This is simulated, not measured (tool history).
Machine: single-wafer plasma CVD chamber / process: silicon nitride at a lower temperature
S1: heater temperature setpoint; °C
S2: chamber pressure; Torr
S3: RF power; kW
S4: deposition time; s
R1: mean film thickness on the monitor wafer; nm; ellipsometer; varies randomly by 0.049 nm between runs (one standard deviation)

{"run": 1, "hour": 0.0, "S1": 350, "S2": 1.61, "S3": 0.26, "S4": 19.4, "R1": 22.87}
{"run": 2, "hour": 2.6, "S1": 350, "S2": 1.77, "S3": 0.26, "S4": 19.4, "R1": 23.299}
{"run": 3, "hour": 7.0, "S1": 350, "S2": 1.67, "S3": 0.245, "S4": 19.4, "R1": 22.075}
{"run": 4, "hour": 15.8, "S1": 350, "S2": 1.59, "S3": 0.235, "S4": 19.4, "R1": 21.071}
{"run": 5, "hour": 21.4, "S1": 350, "S2": 1.4, "S3": 0.235, "S4": 19.4, "R1": 20.445}
{"run": 6, "hour": 22.0, "S1": 350, "S2": 1.35, "S3": 0.23, "S4": 19.4, "R1": 19.855}
{"run": 7, "hour": 27.8, "S1": 350, "S2": 1.3, "S3": 0.225, "S4": 19.4, "R1": 19.453}
{"run": 8, "hour": 30.8, "S1": 350, "S2": 1.01, "S3": 0.185, "S4": 19.4, "R1": 15.31}

The next listed run, before its measurement:
{"run": 9, "hour": 36.3, "S1": 350, "S2": 1.07, "S3": 0.185, "S4": 19.4, "R1": "?"}

{"run 9": {"R1": 15.586}}
